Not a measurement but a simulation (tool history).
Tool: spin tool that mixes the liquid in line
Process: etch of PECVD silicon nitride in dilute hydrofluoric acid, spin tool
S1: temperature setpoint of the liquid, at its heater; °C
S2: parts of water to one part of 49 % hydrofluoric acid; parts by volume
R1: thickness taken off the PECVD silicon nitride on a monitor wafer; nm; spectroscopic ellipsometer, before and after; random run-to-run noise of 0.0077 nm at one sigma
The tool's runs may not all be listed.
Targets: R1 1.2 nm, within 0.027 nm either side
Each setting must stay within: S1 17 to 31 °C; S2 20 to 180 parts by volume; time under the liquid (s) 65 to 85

{"run": 1, "day": 0.0, "S1": 23, "S2": 100, "time under the liquid (s)": 85, "R1": 2.2464}
{"run": 2, "day": 0.146, "S1": 21, "S2": 105, "time under the liquid (s)": 85, "R1": 1.8601}
{"run": 3, "day": 0.221, "S1": 20, "S2": 110, "time under the liquid (s)": 85, "R1": 1.6449}
{"run": 4, "day": 0.433, "S1": 20, "S2": 110, "time under the liquid (s)": 85, "R1": 1.6684}
{"run": 5, "day": 0.771, "S1": 19, "S2": 115, "time under the liquid (s)": 85, "R1": 1.483}
{"run": 6, "day": 0.821, "S1": 18.5, "S2": 120, "time under the liquid (s)": 85, "R1": 1.3785}
{"run": 7, "day": 0.992, "S1": 18, "S2": 120, "time under the liquid (s)": 85, "R1": 1.3353}
{"run": 8, "day": 1.196, "S1": 17.5, "S2": 120, "time under the liquid (s)": 85, "R1": 1.2866}

4 candidate next runs follow, results not yet known. Just one meets every target within its allowed miss. Identify it.
{"run": "A", "day": 1.4, "S1": 18, "S2": 120, "time under the liquid (s)": 80, "R1": "?"}
{"run": "B", "day": 1.4, "S1": 18, "S2": 135, "time under the liquid (s)": 80, "R1": "?"}
{"run": "C", "day": 1.4, "S1": 17, "S2": 115, "time under the liquid (s)": 75, "R1": "?"}
{"run": "D", "day": 1.4, "S1": 19.5, "S2": 140, "time under the liquid (s)": 80, "R1": "?"}

move=A R1=1.2568
move=B R1=1.1212
move=C R1=1.1459
move=D R1=1.1983
A: moves toward the targets from the last run without getting all of them in spec
B: the result that was furthest off in the last run now lies on the other side of its target
C: the result that was furthest off in the last run now lies on the other side of its target
D: meets every target
D is the move that brings every result within its allowed miss.
